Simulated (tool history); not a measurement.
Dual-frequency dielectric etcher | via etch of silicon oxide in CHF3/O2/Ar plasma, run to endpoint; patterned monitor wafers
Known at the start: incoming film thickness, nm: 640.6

run	hour	source power (W)	bias power (W)	endpoint time (s)
1	0.0	780	220	284.47
2	1.9	730	216	298.41
3	8.0	700	215	305.24
4	15.9	840	215	276.59
5	22.2	720	215	301.62
6	24.3	720	192	314.48
7	27.5	700	191	320.56
8	35.8	690	191	323.03
9	37.1	680	191	325.55

Forecast run 10:
10	44.5	670	191	?

Run 10 gave endpoint time (s) 330.61.
